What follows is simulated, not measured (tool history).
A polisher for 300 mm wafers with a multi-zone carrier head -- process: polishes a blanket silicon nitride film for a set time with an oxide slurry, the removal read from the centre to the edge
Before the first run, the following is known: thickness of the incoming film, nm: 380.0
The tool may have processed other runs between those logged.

run  hour  flow of slurry (ml/min)  pressure of the head's centre zone  pressure of the head's middle zone  pressure of the head's edge zone  abrasive content of the slurry  polishing time (s)  film removed at the wafer's centre (angstrom)  film removed at mid-radius (angstrom)  film removed at the wafer's edge (angstrom)
  1   0.0                      130                                1.00                                1.00                              1.00                            1.00                  80                                         952.57                                 978.52                                       941.45
  2   3.0                      120                                0.96                                0.98                              0.96                            0.90                  71                                         730.66                                 762.78                                       743.10
  3   7.7                      120                                0.93                                0.98                              0.96                            0.90                  71                                         703.18                                 761.13                                       771.79
  4  12.0                      135                                0.93                                0.98                              0.96                            0.90                  71                                         735.22                                 794.67                                       772.70
  5  14.7                      125                                0.90                                1.00                              0.94                            0.80                  64                                         580.01                                 649.40                                       626.85
  6  19.9                      115                                0.88                                1.02                              0.95                            0.75                  60                                         482.22                                 573.69                                       534.82
  7  20.8                       80                                0.81                                1.00                              1.05                            0.50                  48                                         199.55                                 254.97                                       265.72
  8  27.5                       95                                0.81                                1.01                              1.06                            0.50                  48                                         210.73                                 264.81                                       270.18
  9  34.7                       95                                0.81                                1.02                              1.04                            0.55                  48                                         241.11                                 311.66                                       316.43
 10  40.5                      105                                0.81                                1.03                              1.05                            0.55                  48                                         252.53                                 321.47                                       313.14
 11  42.6                      105                                0.81                                1.04                              1.04                            0.55                  48                                         244.15                                 325.41                                       313.88
 12  50.5                      110                                0.81                                1.04                              1.04                            0.55                  48                                         244.98                                 323.34                                       318.75
 13  52.5                      120                                0.81                                1.05                              1.04                            0.55                  48                                         254.48                                 331.10                                       325.91
 14  59.3                      125                                0.81                                1.06                              1.04                            0.55                  48                                         259.42                                 340.84                                       320.04
 15  61.5                      140                                0.81                                1.08                              1.14                            0.70                  48                                         347.85                                 459.10                                       455.36
 16  69.9                      130                                0.81                                1.08                              1.11                            0.70                  48                                         348.41                                 464.70                                       446.23
 17  73.0                      120                                0.81                                1.07                              1.09                            0.70                  48                                         344.38                                 453.54                                       447.11

Forecast run 18:
 18  73.7                      120                                0.81                                1.10                              1.04                            0.50                  37                                              ?                                      ?                                            ?

{"run 18": {"film removed at the wafer's centre (angstrom)": 170.79, "film removed at mid-radius (angstrom)": 229.5, "film removed at the wafer's edge (angstrom)": 213.89}}

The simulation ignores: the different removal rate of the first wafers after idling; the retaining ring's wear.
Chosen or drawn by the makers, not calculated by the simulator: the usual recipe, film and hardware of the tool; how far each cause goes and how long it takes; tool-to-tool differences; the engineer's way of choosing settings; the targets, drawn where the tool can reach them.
